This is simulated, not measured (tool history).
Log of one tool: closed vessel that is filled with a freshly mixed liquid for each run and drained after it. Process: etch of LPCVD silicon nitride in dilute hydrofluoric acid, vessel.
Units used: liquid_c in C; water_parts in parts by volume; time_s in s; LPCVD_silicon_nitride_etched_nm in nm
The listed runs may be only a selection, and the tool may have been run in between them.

run  hour  liquid_c  water_parts  time_s  LPCVD_silicon_nitride_etched_nm
  1     0        21          105    2990                           14.678
  2   1.7      23.5           90    2995                           20.096
  3   7.6      26.5           90    2995                           24.453
  4  13.3      26.5           90    3200                             26.3
  5  20.7      27.5           80    3200                           31.305
  6  23.4      27.5           80    3200                           31.275

Run 7 is up next; what results do you expect?
  7  24.9        28           75    3200                                ?

Run 7 came out at LPCVD_silicon_nitride_etched_nm 34.599 nm.
